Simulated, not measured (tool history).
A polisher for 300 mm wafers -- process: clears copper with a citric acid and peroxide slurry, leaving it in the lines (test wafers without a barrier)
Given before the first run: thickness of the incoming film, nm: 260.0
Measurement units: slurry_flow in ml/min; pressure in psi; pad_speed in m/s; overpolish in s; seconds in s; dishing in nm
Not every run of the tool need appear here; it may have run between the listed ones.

run 1 hour=0.0 | slurry_flow=160 pressure=3.8 pad_speed=0.86 slurry_solids=1.0 overpolish=21 | seconds=127.94 dishing=34.165
run 2 hour=1.2 | slurry_flow=160 pressure=4.5 pad_speed=0.86 slurry_solids=1.0 overpolish=21 | seconds=107.27 dishing=39.412
run 3 hour=9.0 | slurry_flow=160 pressure=4.5 pad_speed=0.68 slurry_solids=1.0 overpolish=21 | seconds=141.04 dishing=32.670
run 4 hour=16.6 | slurry_flow=160 pressure=4.2 pad_speed=0.66 slurry_solids=1.0 overpolish=24 | seconds=149.45 dishing=34.017
run 5 hour=17.3 | slurry_flow=160 pressure=4.2 pad_speed=0.66 slurry_solids=1.0 overpolish=15 | seconds=147.18 dishing=21.536
run 6 hour=22.0 | slurry_flow=160 pressure=4.2 pad_speed=0.52 slurry_solids=1.0 overpolish=15 | seconds=189.43 dishing=17.708
-- hour=24.3 slurry nozzle cleaned
run 7 hour=24.3 | slurry_flow=155 pressure=4.3 pad_speed=0.50 slurry_solids=1.0 overpolish=19 | seconds=184.65 dishing=22.545
run 8 hour=33.2 | slurry_flow=155 pressure=4.3 pad_speed=0.48 slurry_solids=1.0 overpolish=22 | seconds=192.72 dishing=24.089
run 9 hour=38.6 | slurry_flow=150 pressure=4.4 pad_speed=0.48 slurry_solids=1.0 overpolish=25 | seconds=191.50 dishing=28.212

Forecast run 10:
run 10 hour=45.4 | slurry_flow=155 pressure=4.4 pad_speed=0.48 slurry_solids=1.0 overpolish=27 | seconds=? dishing=?

{"run 10": {"seconds": 188.89, "dishing": 30.217}}

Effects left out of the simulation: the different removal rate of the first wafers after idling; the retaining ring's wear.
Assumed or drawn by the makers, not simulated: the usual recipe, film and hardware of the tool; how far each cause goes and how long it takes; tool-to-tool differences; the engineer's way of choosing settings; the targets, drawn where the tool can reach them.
